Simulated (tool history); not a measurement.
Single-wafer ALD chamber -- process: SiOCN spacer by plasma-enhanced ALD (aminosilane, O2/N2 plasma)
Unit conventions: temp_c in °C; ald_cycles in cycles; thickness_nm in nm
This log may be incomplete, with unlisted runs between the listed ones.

{"run": 1, "hour": 0.0, "temp_c": 400, "ald_cycles": 54, "thickness_nm": 3.0976}
{"run": 2, "hour": 5.7, "temp_c": 400, "ald_cycles": 50, "thickness_nm": 2.8753}
{"run": 3, "hour": 12.4, "temp_c": 410, "ald_cycles": 50, "thickness_nm": 2.7954}
{"run": 4, "hour": 15.1, "temp_c": 403, "ald_cycles": 50, "thickness_nm": 2.8602}
{"run": 5, "hour": 22.4, "temp_c": 410, "ald_cycles": 50, "thickness_nm": 2.7889}
{"run": 6, "hour": 30.5, "temp_c": 410, "ald_cycles": 53, "thickness_nm": 2.9843}

Run 7 is up next; what results do you expect?
{"run": 7, "hour": 36.4, "temp_c": 409, "ald_cycles": 55, "thickness_nm": "?"}

For run 7 the tool returned thickness_nm 3.1214 nm.
